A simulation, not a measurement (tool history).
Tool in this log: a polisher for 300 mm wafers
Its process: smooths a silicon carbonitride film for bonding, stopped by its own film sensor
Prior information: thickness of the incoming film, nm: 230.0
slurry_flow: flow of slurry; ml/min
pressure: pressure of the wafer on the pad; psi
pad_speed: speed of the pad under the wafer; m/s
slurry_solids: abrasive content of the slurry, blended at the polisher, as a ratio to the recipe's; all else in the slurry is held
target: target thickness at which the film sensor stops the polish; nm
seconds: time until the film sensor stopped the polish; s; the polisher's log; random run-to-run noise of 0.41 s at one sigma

run  hour  slurry_flow  pressure  pad_speed  slurry_solids  target  seconds
  1     0          255       1.7       0.78              1     220   50.387
  2   4.1          295       1.7       0.78              1     220   49.203
  3  11.5          295       1.9       0.78              1     220   44.852
  4  12.7          260       1.9       0.78              1     220   44.462
  5  19.5          260       1.9       0.78              1     220   45.104
  6  21.1          260       1.9       0.78              1     220   44.621
  7    22          260         2       0.78              1     220   43.256

Estimate the outcome of run 8 from the log above:
  8  27.2          260       2.1       0.78              1     220        ?

seconds: 40.577 s
